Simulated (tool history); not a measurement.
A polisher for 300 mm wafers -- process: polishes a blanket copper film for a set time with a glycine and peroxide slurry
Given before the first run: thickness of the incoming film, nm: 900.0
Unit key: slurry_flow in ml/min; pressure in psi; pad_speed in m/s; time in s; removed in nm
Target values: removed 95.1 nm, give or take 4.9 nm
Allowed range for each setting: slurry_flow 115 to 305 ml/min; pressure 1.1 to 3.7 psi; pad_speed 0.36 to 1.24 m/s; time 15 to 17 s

run	hour	slurry_flow	pressure	pad_speed	time	removed
1	0	195	2.4	0.8	17	63.158
2	1.5	195	2.4	0.8	15	55.62
3	7.5	195	2.7	0.84	15	61.998
4	14.3	195	2.9	0.9	15	71.148
5	21.4	155	2.9	0.9	15	67.724
6	25.8	160	3.1	0.92	15	74.407
7	27.8	160	3.2	0.94	15	78.089
8	34.6	160	3.2	0.94	15	78.228
9	42	160	3.3	0.94	15	80.416

Next run, 4 choices. One meets every target within its allowed miss, the rest don't. Which?
A	49.4	185	2.6	1.02	15	?
B	49.4	160	3.1	0.74	15	?
C	49.4	150	3.4	1.14	15	?
D	49.4	160	3.2	0.8	15	?

move	removed
A	72.796
B	63.572
C	97.546
D	69.43
A: the biggest miss grows against the last run
B: the biggest miss grows against the last run
C: all results land within tolerance of their targets
D: the biggest miss grows against the last run
Correct choice: C, which meets every target
